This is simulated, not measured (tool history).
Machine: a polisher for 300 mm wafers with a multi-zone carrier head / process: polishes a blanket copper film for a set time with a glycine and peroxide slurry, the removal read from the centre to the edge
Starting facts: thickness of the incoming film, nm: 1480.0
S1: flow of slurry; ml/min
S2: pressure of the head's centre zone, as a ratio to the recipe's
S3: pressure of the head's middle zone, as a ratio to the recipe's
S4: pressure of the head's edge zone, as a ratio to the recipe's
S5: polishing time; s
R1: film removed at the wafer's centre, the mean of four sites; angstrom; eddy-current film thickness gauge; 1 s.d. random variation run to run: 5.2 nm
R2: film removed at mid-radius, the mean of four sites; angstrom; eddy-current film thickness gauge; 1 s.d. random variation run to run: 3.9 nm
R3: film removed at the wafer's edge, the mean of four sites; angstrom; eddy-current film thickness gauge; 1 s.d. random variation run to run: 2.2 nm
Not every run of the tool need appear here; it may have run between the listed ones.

run	day	S1	S2	S3	S4	S5	R1	R2	R3
1	0	235	1	1	1	75	3241.5	3186.6	3080.3
2	0.221	235	1	1	1	64	2803.6	2721.2	2635.3
3	0.546	245	1.02	1.02	1.05	69	3055.7	2999.9	2889.7
4	0.912	255	1.04	1.03	1.08	73	3338.6	3237	3070.8
5	0.983	260	1.04	1.03	1.11	76	3532.8	3312.9	3229
6	1.329	265	1.03	1.04	1.13	78	3477.3	3413.4	3335.3

Expected results for the next run?
7	1.425	270	1.04	1.05	1.14	79	?	?	?

R1: 3622.3 angstrom
R2: 3513.7 angstrom
R3: 3381.3 angstrom
